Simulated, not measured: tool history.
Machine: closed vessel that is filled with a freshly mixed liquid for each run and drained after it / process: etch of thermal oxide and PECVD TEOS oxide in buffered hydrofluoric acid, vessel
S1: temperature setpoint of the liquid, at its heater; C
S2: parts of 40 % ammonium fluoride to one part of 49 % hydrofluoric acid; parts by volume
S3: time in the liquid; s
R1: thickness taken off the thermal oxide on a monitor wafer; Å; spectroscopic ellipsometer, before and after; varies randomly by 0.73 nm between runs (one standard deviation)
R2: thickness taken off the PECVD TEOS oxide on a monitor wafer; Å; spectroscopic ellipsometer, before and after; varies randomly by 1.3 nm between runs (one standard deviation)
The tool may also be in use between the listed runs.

Run 1, day 0: S1 22 C, S2 19.5 parts by volume, S3 60 s. Result: R1 319.75 Å, R2 526.3 Å.
Run 2, day 0.375: S1 23.5 C, S2 17.5 parts by volume, S3 60 s. Result: R1 389.54 Å, R2 634.71 Å.
Run 3, day 0.442: S1 24.5 C, S2 16 parts by volume, S3 60 s. Result: R1 438.52 Å, R2 744.87 Å.
Run 4, day 0.829: S1 21.5 C, S2 16 parts by volume, S3 60 s. Result: R1 370.01 Å, R2 628.7 Å.
Run 5, day 0.867: S1 21.5 C, S2 16 parts by volume, S3 75 s. Result: R1 466.54 Å, R2 773.47 Å.
Run 6, day 0.908: S1 18.5 C, S2 16 parts by volume, S3 75 s. Result: R1 395.42 Å, R2 659.45 Å.
Run 7, day 0.962: S1 20.5 C, S2 15.5 parts by volume, S3 75 s. Result: R1 459.37 Å, R2 765.31 Å.
Run 8, day 1.204: S1 22 C, S2 15.5 parts by volume, S3 75 s. Result: R1 500.2 Å, R2 831.81 Å.
Run 9, day 1.396: S1 26 C, S2 13.5 parts by volume, S3 75 s. Result: R1 707.3 Å, R2 1202.8 Å.
Run 10, day 1.758: S1 26.5 C, S2 13.5 parts by volume, S3 75 s. Result: R1 722.7 Å, R2 1202.3 Å.

Run 11 has not been measured yet. What should we expect?
Run 11, day 1.85: S1 29 C, S2 12.5 parts by volume, S3 75 s. Result: R1 ?, R2 ?.

{"run 11": {"R1": 891.15, "R2": 1480.9}}
